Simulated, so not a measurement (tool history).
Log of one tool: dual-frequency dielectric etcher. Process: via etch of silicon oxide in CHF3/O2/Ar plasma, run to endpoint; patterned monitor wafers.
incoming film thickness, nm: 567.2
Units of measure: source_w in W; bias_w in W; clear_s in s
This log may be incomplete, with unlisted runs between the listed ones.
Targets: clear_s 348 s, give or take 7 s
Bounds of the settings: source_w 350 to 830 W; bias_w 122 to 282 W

run 1 hour=0 | source_w=590 bias_w=202 | clear_s=281.88
run 2 hour=7 | source_w=530 bias_w=191 | clear_s=295.14
run 3 hour=12.6 | source_w=480 bias_w=178 | clear_s=317.6
run 4 hour=16.6 | source_w=450 bias_w=176 | clear_s=321.27
run 5 hour=21.1 | source_w=450 bias_w=195 | clear_s=308.65
run 6 hour=27.6 | source_w=450 bias_w=225 | clear_s=298.49
run 7 hour=28.5 | source_w=420 bias_w=209 | clear_s=315.17
run 8 hour=31.2 | source_w=400 bias_w=200 | clear_s=320.61
run 9 hour=38.7 | source_w=390 bias_w=191 | clear_s=325.82
run 10 hour=47.7 | source_w=380 bias_w=183 | clear_s=335.36
run 11 hour=49.2 | source_w=370 bias_w=180 | clear_s=339.16

Exactly one of the 5 candidate moves below puts every result within its allowed miss. Which one?
run A hour=50.7 | source_w=420 bias_w=192 | clear_s=?
run B hour=50.7 | source_w=350 bias_w=205 | clear_s=?
run C hour=50.7 | source_w=390 bias_w=158 | clear_s=?
run D hour=50.7 | source_w=350 bias_w=153 | clear_s=?
run E hour=50.7 | source_w=350 bias_w=162 | clear_s=?

move=A clear_s=318.67
move=B clear_s=330.37
move=C clear_s=347.78
move=D clear_s=363.77
move=E clear_s=357.17
A: misses by more than the last run did
B: misses by more than the last run did
C: each result inside its tolerance
D: takes the biggest miss from the last run beyond its target
E: takes the biggest miss from the last run beyond its target
Correct choice: C, which meets every target

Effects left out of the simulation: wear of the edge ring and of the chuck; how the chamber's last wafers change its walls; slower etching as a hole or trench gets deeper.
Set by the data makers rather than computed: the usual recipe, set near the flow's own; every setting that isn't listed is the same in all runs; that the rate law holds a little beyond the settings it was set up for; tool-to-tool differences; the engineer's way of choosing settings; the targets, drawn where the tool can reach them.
